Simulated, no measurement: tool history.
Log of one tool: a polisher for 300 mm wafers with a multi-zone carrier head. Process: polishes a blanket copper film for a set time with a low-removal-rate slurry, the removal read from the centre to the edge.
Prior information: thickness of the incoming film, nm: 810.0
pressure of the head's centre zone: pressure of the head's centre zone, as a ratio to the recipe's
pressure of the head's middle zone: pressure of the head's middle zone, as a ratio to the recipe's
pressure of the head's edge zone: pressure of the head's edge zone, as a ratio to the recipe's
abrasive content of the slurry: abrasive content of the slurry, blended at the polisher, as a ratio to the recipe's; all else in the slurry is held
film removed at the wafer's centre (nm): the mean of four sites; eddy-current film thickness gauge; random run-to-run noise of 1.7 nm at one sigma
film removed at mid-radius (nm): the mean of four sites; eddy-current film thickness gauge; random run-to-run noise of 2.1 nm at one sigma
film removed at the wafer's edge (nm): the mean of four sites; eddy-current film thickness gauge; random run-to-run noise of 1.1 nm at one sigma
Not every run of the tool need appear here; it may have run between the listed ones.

run,hour,flow of slurry (ml/min),pressure of the head's centre zone,pressure of the head's middle zone,pressure of the head's edge zone,abrasive content of the slurry,polishing time (s),film removed at the wafer's centre (nm),film removed at mid-radius (nm),film removed at the wafer's edge (nm)
1,0,250,1,1,1,1,45,106.24,106.55,111.03
2,2.7,250,1,0.95,1,1,45,105.41,103.85,108.92
3,4.9,275,1.02,1.02,0.98,1.15,48,119.67,122.28,120.56
4,13.3,275,1.02,0.97,0.98,1.15,48,118.04,116.92,120.85
5,14.4,275,1.02,0.97,1.04,1.15,48,118.73,115.39,122.85
6,16.3,275,1.02,0.97,1.04,1.15,58,146.42,141.35,148.07
7,19.7,285,1.05,1.02,1.05,1.25,58,152.61,149.99,149.96
8,21.5,295,1.06,1.04,1.05,1.3,59,157.79,154.6,156.19
9,30.2,300,1.08,1.07,1.04,1.35,60,167.51,166.88,159.62

Expected results for the next run?
10,33,305,1.09,1.08,1.04,1.4,60,?,?,?

film removed at the wafer's centre (nm): 167.78
film removed at mid-radius (nm): 168.38
film removed at the wafer's edge (nm): 161.79

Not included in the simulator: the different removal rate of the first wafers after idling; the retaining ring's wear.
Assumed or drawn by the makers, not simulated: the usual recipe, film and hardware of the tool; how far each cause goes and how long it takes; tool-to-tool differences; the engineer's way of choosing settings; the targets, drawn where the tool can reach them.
